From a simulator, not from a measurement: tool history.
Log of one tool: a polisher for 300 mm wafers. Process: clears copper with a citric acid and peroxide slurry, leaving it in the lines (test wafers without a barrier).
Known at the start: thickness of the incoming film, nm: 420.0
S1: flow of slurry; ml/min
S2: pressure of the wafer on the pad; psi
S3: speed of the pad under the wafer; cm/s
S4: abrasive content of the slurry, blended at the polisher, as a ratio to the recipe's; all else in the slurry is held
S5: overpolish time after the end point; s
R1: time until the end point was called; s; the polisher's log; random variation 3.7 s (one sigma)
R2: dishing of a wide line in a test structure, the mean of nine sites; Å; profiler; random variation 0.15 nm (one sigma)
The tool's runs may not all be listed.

| run | day | S1 | S2 | S3 | S4 | S5 | R1 | R2 |
|---|---|---|---|---|---|---|---|---|
| 1 | 0 | 300 | 3.2 | 108 | 1 | 11 | 179.29 | 188.8 |
| 2 | 0.038 | 300 | 3.5 | 108 | 1 | 11 | 170.75 | 198.64 |
| 3 | 0.396 | 300 | 3.5 | 108 | 1.2 | 11 | 156.04 | 209.43 |
| 4 | 0.733 | 300 | 3 | 106 | 1.3 | 9 | 179.22 | 158.09 |
| 5 | 0.888 | 295 | 2.9 | 98 | 1.35 | 7 | 196.9 | 113.37 |
| 6 | 1.054 | 355 | 2.9 | 98 | 1.35 | 7 | 194.66 | 112.1 |
| 7 | 1.338 | 390 | 2.8 | 94 | 1.4 | 6 | 207.73 | 93.084 |
| 8 | 1.629 | 470 | 2.5 | 94 | 1.5 | 3 | 226.94 | 44.265 |
| 9 | 1.8 | 470 | 2.5 | 94 | 1.5 | 3 | 218.74 | 44.425 |
| 10 | 1.967 | 470 | 2.5 | 94 | 1.5 | 3 | 217.44 | 45.022 |
| 11 | 2.071 | 450 | 2.5 | 94 | 1.5 | 3 | 221.54 | 43.352 |
| 12 | 2.283 | 450 | 2.6 | 92 | 1.45 | 3 | 224.08 | 44.32 |
| 13 | 2.358 | 440 | 2.8 | 92 | 1.4 | 6 | 211.54 | 90.688 |

Forecast run 14:
| 14 | 2.538 | 440 | 2.7 | 96 | 1.4 | 6 | ? | ? |

{"run 14": {"R1": 207, "R2": 92.587}}

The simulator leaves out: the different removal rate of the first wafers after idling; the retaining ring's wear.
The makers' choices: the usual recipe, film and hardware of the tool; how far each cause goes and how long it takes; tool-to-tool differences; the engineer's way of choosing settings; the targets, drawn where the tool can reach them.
